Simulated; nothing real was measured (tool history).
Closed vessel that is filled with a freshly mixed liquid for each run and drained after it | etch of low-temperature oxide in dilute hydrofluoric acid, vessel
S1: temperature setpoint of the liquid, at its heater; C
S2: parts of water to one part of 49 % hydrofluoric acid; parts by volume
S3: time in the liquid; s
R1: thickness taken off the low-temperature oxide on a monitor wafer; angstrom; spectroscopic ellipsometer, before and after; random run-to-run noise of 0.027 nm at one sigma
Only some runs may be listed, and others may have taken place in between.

run  hour    S1   S2  S3      R1
  1   0.0  26.0  165  50  73.807
  2   7.6  24.0  175  50  64.791
  3  10.0  24.0  130  50  90.882
  4  16.4  24.0  130  50  90.904
  5  24.9  24.0  130  35  63.517
  6  26.3  22.5  140  35  55.311
  7  33.3  21.5  140  35  53.548
  8  39.6  20.5  140  35  51.048
  9  43.9  20.0  140  35  50.097

Forecast run 10:
 10  45.7  19.5  145  35   ?

{"run 10": {"R1": 47.186}}
